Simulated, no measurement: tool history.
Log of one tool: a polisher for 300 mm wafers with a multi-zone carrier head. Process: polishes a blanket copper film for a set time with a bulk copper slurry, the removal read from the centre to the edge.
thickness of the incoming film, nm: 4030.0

run,day,flow of slurry (ml/min),pressure of the head's centre zone,pressure of the head's middle zone,pressure of the head's edge zone,abrasive content of the slurry,polishing time (s),film removed at the wafer's centre (Å),film removed at mid-radius (Å),film removed at the wafer's edge (Å)
1,0,265,1,1,1,1,49,5141.8,5029.1,5177.4
2,0.179,265,1,1,1,1,38,4069.1,3933.7,3969.1
3,0.275,275,1.05,1.01,1.03,1.15,45,5063.1,4866,4931.5
4,0.438,275,1.12,1.01,1.03,1.15,45,5538.4,4966.1,5000.6
5,0.533,275,1.12,1.01,1.03,1.15,50,6060.6,5350.4,5583.2
6,0.788,275,1.18,1.01,1.03,1.15,50,6484.8,5402.6,5505.6
7,0.954,285,1.18,1.01,1.05,1.25,54,7148.3,5932.7,6091.8
8,1.246,280,1.17,1.01,1.07,1.3,58,7591.1,6391.9,6665
9,1.496,280,1.17,1.01,1.09,1.35,60,7974.4,6837.7,7089.6
10,1.775,280,1.17,1,1.11,1.4,61,8205,6649.6,7370.3
11,1.846,285,1.17,1.02,1.13,1.45,62,8338.9,7133.8,7641.1

The next listed run, before its measurement:
12,2.096,290,1.18,1.02,1.14,1.45,63,?,?,?

film removed at the wafer's centre (Å): 8600.7
film removed at mid-radius (Å): 7338.2
film removed at the wafer's edge (Å): 7701.6
